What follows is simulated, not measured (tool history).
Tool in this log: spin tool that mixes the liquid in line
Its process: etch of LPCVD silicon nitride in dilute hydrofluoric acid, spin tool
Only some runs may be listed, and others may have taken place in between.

run	day	temperature setpoint of the liquid (C)	parts of water to one part of 49 % hydrofluoric acid (parts by volume)	time under the liquid (s)	thickness taken off the LPCVD silicon nitride on a monitor wafer (Å)
1	0	23	70	260	17.031
2	0.321	24.5	70	260	18.41
3	0.55	24.5	70	280	19.731
4	0.654	24.5	50	280	26.269
5	0.975	24.5	50	280	26.549
6	1.067	24.5	70	280	18.178

Forecast run 7:
7	1.217	26	60	280	?

thickness taken off the LPCVD silicon nitride on a monitor wafer (Å): 24.492

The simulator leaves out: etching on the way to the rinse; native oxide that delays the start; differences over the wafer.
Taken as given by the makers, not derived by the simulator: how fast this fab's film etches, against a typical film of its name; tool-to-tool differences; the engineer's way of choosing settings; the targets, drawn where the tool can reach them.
